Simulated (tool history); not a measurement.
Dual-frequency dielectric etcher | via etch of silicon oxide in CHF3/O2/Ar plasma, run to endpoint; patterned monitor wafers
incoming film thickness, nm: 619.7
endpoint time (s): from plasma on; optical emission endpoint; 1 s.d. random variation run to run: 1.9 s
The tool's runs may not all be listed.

run    day  source power (kW)  bias power (kW)  endpoint time (s)
  1  0.000              0.870            0.212             254.93
  2  0.142              0.740            0.212             267.83
  3  0.196              0.740            0.241             250.20
  4  0.462              0.610            0.241             264.47
  5  0.575              0.700            0.250             249.56
  6  0.633              0.700            0.233             256.00

For run 7, what comes out?
  7  0.829              0.770            0.243                  ?

{"run 7": {"endpoint time (s)": 242.46}}
